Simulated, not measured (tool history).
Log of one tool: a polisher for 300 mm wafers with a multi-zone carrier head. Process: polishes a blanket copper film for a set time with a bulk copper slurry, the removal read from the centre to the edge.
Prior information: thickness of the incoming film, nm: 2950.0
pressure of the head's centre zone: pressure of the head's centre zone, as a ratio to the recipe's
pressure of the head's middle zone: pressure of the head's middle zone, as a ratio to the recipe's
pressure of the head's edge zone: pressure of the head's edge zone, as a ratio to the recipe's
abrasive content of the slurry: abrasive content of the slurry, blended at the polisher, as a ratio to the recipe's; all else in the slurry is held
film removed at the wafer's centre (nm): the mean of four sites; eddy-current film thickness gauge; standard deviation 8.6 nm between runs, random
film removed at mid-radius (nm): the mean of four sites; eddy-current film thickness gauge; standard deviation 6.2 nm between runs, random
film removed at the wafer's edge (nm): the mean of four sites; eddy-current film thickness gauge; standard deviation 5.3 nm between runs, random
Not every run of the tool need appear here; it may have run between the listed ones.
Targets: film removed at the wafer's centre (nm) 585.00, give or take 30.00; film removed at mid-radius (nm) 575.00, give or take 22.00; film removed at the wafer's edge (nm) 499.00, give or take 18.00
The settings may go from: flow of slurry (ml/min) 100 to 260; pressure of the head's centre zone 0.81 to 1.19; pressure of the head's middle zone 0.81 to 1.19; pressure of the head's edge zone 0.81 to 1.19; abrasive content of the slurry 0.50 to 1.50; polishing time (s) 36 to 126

run,day,flow of slurry (ml/min),pressure of the head's centre zone,pressure of the head's middle zone,pressure of the head's edge zone,abrasive content of the slurry,polishing time (s),film removed at the wafer's centre (nm),film removed at mid-radius (nm),film removed at the wafer's edge (nm)
1,0.000,165,1.00,1.00,1.00,1.00,81,720.91,748.54,722.43
2,0.167,165,0.95,1.00,1.00,1.00,81,698.57,733.98,719.77
3,0.225,165,0.95,1.00,1.00,0.85,81,671.89,728.10,688.87
4,0.492,165,0.96,0.99,0.98,0.80,79,653.89,692.45,672.18
5,0.625,190,0.96,0.99,0.98,0.80,79,669.09,717.89,698.98
6,0.867,190,0.96,0.99,0.98,0.80,63,539.18,556.69,544.07
7,1.029,190,0.98,1.00,0.97,0.80,63,551.83,569.61,540.89
8,1.200,190,0.99,1.00,0.96,0.80,63,563.29,566.17,548.21
9,1.462,185,1.00,1.01,0.95,0.80,63,548.74,560.88,544.66
10,1.754,195,1.02,1.03,0.97,0.75,62,560.10,564.68,544.57
11,1.988,195,1.04,1.05,0.95,0.75,61,552.42,564.21,518.17

4 next moves are on the table. One of them brings every result within its allowed miss. Which?
A,2.221,210,1.16,1.01,1.01,1.00,55,?,?,?
B,2.221,195,0.98,1.03,0.99,0.55,63,?,?,?
C,2.221,140,1.10,1.07,0.87,0.90,62,?,?,?
D,2.221,190,1.07,1.14,0.86,0.70,58,?,?,?

move,film removed at the wafer's centre (nm),film removed at mid-radius (nm),film removed at the wafer's edge (nm)
A,593.58,527.71,509.51
B,521.70,560.01,527.45
C,579.33,575.33,501.66
D,539.51,577.72,467.27
A: puts the biggest miss on target and leaves a different result outside tolerance
B: moves away from the targets compared with the last run
C: hits every target within its allowed miss
D: moves away from the targets compared with the last run
C is the move that brings every result within its allowed miss.

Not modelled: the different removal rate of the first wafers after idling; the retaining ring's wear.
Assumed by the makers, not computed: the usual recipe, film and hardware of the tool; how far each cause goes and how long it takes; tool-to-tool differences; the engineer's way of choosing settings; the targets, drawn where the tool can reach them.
